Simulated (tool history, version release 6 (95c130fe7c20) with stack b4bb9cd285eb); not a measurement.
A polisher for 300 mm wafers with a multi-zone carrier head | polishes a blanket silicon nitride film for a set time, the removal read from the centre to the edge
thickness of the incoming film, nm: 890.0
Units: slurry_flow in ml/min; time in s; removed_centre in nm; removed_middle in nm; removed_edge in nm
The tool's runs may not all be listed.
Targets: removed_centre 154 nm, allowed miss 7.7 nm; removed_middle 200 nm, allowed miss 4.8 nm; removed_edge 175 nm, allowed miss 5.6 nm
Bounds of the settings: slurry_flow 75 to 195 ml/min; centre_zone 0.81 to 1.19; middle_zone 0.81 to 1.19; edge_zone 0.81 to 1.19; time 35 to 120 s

{"run": 1, "hour": 0.0, "slurry_flow": 125, "centre_zone": 1, "middle_zone": 1, "edge_zone": 1, "time": 77, "removed_centre": 250.74, "removed_middle": 257.73, "removed_edge": 254.51}
{"run": 2, "hour": 6.3, "slurry_flow": 120, "centre_zone": 0.98, "middle_zone": 1.01, "edge_zone": 0.98, "time": 75, "removed_centre": 237.07, "removed_middle": 252.2, "removed_edge": 245.5}
{"run": 3, "hour": 14.7, "slurry_flow": 120, "centre_zone": 0.98, "middle_zone": 1.01, "edge_zone": 0.98, "time": 87, "removed_centre": 278.51, "removed_middle": 292.44, "removed_edge": 284.32}
{"run": 4, "hour": 20.0, "slurry_flow": 120, "centre_zone": 0.98, "middle_zone": 1.01, "edge_zone": 0.93, "time": 87, "removed_centre": 272.35, "removed_middle": 294.16, "removed_edge": 277.42}
{"run": 5, "hour": 22.1, "slurry_flow": 120, "centre_zone": 0.98, "middle_zone": 1.06, "edge_zone": 0.93, "time": 87, "removed_centre": 276.54, "removed_middle": 302.58, "removed_edge": 282.47}
{"run": 6, "hour": 25.8, "slurry_flow": 120, "centre_zone": 0.98, "middle_zone": 1.06, "edge_zone": 1.01, "time": 87, "removed_centre": 272.94, "removed_middle": 303.32, "removed_edge": 289.81}
{"run": 7, "hour": 31.6, "slurry_flow": 120, "centre_zone": 0.97, "middle_zone": 1.06, "edge_zone": 0.99, "time": 83, "removed_centre": 265.78, "removed_middle": 292.14, "removed_edge": 277.02}
{"run": 8, "hour": 39.7, "slurry_flow": 115, "centre_zone": 0.95, "middle_zone": 1.06, "edge_zone": 0.97, "time": 79, "removed_centre": 238.08, "removed_middle": 273.68, "removed_edge": 260.03}
{"run": 9, "hour": 44.8, "slurry_flow": 115, "centre_zone": 0.94, "middle_zone": 1.07, "edge_zone": 0.95, "time": 76, "removed_centre": 227.23, "removed_middle": 263.42, "removed_edge": 249.01}
{"run": 10, "hour": 47.1, "slurry_flow": 115, "centre_zone": 0.93, "middle_zone": 1.08, "edge_zone": 0.94, "time": 73, "removed_centre": 221.53, "removed_middle": 258.27, "removed_edge": 234.54}
{"run": 11, "hour": 49.7, "slurry_flow": 115, "centre_zone": 0.92, "middle_zone": 1.08, "edge_zone": 0.93, "time": 71, "removed_centre": 215.43, "removed_middle": 250.01, "removed_edge": 227.79}
{"run": 12, "hour": 50.6, "slurry_flow": 110, "centre_zone": 0.91, "middle_zone": 1.08, "edge_zone": 0.92, "time": 69, "removed_centre": 197.15, "removed_middle": 242.03, "removed_edge": 215.21}
{"run": 13, "hour": 53.6, "slurry_flow": 105, "centre_zone": 0.9, "middle_zone": 1.07, "edge_zone": 0.91, "time": 69, "removed_centre": 191.04, "removed_middle": 238.79, "removed_edge": 213.19}
{"run": 14, "hour": 54.3, "slurry_flow": 105, "centre_zone": 0.9, "middle_zone": 1.06, "edge_zone": 0.9, "time": 68, "removed_centre": 191.12, "removed_middle": 228, "removed_edge": 210.94}
{"run": 15, "hour": 58.7, "slurry_flow": 90, "centre_zone": 0.84, "middle_zone": 1.11, "edge_zone": 0.82, "time": 56, "removed_centre": 143.33, "removed_middle": 192.88, "removed_edge": 165.4}
{"run": 16, "hour": 61.1, "slurry_flow": 100, "centre_zone": 0.85, "middle_zone": 1.1, "edge_zone": 0.85, "time": 56, "removed_centre": 148.68, "removed_middle": 195.63, "removed_edge": 168.92}

Which of these 5 next moves meets every target?
{"run": "A", "hour": 63.5, "slurry_flow": 95, "centre_zone": 0.87, "middle_zone": 1.05, "edge_zone": 0.81, "time": 65, "removed_centre": "?", "removed_middle": "?", "removed_edge": "?"}
{"run": "B", "hour": 63.5, "slurry_flow": 140, "centre_zone": 0.82, "middle_zone": 1.01, "edge_zone": 0.89, "time": 54, "removed_centre": "?", "removed_middle": "?", "removed_edge": "?"}
{"run": "C", "hour": 63.5, "slurry_flow": 155, "centre_zone": 0.83, "middle_zone": 1.06, "edge_zone": 0.86, "time": 55, "removed_centre": "?", "removed_middle": "?", "removed_edge": "?"}
{"run": "D", "hour": 63.5, "slurry_flow": 125, "centre_zone": 0.95, "middle_zone": 1.11, "edge_zone": 0.81, "time": 58, "removed_centre": "?", "removed_middle": "?", "removed_edge": "?"}
{"run": "E", "hour": 63.5, "slurry_flow": 100, "centre_zone": 0.86, "middle_zone": 1.03, "edge_zone": 0.89, "time": 57, "removed_centre": "?", "removed_middle": "?", "removed_edge": "?"}

move=A removed_centre=174.88 removed_middle=213.02 removed_edge=188.57
move=B removed_centre=147.98 removed_middle=183.44 removed_edge=171.44
move=C removed_centre=155.41 removed_middle=197.8 removed_edge=173.78
move=D removed_centre=180.6 removed_middle=209.42 removed_edge=174
move=E removed_centre=153.26 removed_middle=185.56 removed_edge=173.65
A: takes the result that was furthest off past its target
B: brings the result that was furthest off to its target, and leaves another outside
C: meets every target
D: brings the result that was furthest off to its target, and leaves another outside
E: brings the result that was furthest off to its target, and leaves another outside
The right move is C.

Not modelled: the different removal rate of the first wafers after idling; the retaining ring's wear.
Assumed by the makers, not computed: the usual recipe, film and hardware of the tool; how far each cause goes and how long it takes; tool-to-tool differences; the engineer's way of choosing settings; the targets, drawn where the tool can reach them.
